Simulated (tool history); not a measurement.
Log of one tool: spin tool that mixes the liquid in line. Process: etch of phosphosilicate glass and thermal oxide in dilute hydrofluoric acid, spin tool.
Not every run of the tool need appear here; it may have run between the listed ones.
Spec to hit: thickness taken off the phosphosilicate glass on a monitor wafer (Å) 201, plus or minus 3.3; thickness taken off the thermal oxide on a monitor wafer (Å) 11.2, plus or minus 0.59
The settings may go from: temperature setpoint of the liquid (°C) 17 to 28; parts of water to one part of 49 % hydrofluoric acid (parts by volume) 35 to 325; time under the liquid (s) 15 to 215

run	day	temperature setpoint of the liquid (°C)	parts of water to one part of 49 % hydrofluoric acid (parts by volume)	time under the liquid (s)	thickness taken off the phosphosilicate glass on a monitor wafer (Å)	thickness taken off the thermal oxide on a monitor wafer (Å)
1	0	20	180	110	390.3	21.178
2	0.121	22	180	110	424.2	23.605
3	0.221	21	195	110	370.57	20.418
4	0.542	21	195	80	269.73	15.357
5	0.85	17.5	195	80	234.58	12.842
6	0.933	17.5	200	80	227.91	12.451
7	0.962	17.5	205	80	222.2	12.358
8	1.154	17	215	80	205	11.472

4 candidate next runs follow, results not yet known. Just one meets every target within its allowed miss. Identify it.
A	1.346	17	155	55	?	?
B	1.346	21	195	60	?	?
C	1.346	17	110	35	?	?
D	1.346	17	245	95	?	?

move	thickness taken off the phosphosilicate glass on a monitor wafer (Å)	thickness taken off the thermal oxide on a monitor wafer (Å)
A	206.37	11.746
B	201.56	11.471
C	193.51	11.013
D	207.65	11.819
A: the biggest miss grows against the last run
B: each result inside its tolerance
C: moves the result that the last run missed by most past its target, out the other side
D: the biggest miss grows against the last run
Answer: B

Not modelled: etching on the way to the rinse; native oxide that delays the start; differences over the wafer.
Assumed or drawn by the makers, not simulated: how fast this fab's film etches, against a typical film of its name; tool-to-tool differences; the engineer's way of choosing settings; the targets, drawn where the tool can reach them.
